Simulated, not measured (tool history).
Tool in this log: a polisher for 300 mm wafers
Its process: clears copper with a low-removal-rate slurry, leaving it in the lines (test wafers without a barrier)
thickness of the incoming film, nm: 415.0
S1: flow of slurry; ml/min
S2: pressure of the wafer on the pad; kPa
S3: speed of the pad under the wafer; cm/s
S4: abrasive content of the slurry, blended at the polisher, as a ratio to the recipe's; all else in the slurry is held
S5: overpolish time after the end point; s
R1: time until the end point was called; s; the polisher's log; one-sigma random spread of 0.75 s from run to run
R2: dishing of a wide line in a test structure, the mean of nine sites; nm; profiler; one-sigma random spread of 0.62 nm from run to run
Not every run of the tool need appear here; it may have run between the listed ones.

run 1 hour=0 | S1=260 S2=17.2 S3=134 S4=1 S5=30 | R1=120.14 R2=57.97
run 2 hour=5.5 | S1=260 S2=18.6 S3=136 S4=1 S5=26 | R1=112.08 R2=56.915
run 3 hour=13.3 | S1=260 S2=18.6 S3=136 S4=0.8 S5=26 | R1=113.4 R2=54.07
run 4 hour=19.7 | S1=260 S2=18.6 S3=150 S4=0.8 S5=26 | R1=102.47 R2=57.993
run 5 hour=25.2 | S1=260 S2=20 S3=150 S4=0.8 S5=23 | R1=96.386 R2=56.685
-- hour=31.6 worn pad replaced by a new one
run 6 hour=31.6 | S1=260 S2=20 S3=178 S4=0.8 S5=23 | R1=71.786 R2=67.671

For run 7, what comes out?
run 7 hour=34.4 | S1=260 S2=20 S3=178 S4=0.8 S5=21 | R1=? R2=?

R1: 70.839 s
R2: 62.691 nm
